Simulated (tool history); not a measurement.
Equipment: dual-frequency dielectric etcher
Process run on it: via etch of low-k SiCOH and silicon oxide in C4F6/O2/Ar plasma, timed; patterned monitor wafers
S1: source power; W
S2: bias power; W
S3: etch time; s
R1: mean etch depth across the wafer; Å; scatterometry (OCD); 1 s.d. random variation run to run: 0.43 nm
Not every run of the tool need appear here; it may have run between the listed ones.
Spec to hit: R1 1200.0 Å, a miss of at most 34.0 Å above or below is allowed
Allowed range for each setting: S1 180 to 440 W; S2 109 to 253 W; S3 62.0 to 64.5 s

run,day,S1,S2,S3,R1
1,0.000,310,181,62.0,1422.2
2,0.358,310,196,62.0,1455.5
3,0.517,310,196,64.5,1520.6
4,0.767,290,186,64.0,1457.7
5,1.133,290,186,64.5,1471.9
6,1.508,270,177,64.0,1405.5
7,1.708,260,170,63.5,1365.2
8,1.750,250,164,63.0,1322.4
9,1.933,240,160,63.0,1296.2
10,2.258,240,160,63.0,1293.1
11,2.325,230,157,63.0,1274.0
12,2.404,230,157,63.0,1269.2
13,2.579,220,155,63.0,1256.8

Below are 5 possible settings for the next run. Only one of them brings all results inside the allowed miss of their targets. Which is it?
A,2.754,270,162,62.0,?
B,2.754,240,149,64.0,?
C,2.754,180,178,62.0,?
D,2.754,230,165,62.0,?
E,2.754,220,154,64.0,?

move,R1
A,1325.4
B,1290.3
C,1205.6
D,1268.0
E,1267.8
A: further off than the last run
B: further off than the last run
C: all results land within tolerance of their targets
D: further off than the last run
E: further off than the last run
The right move is C.
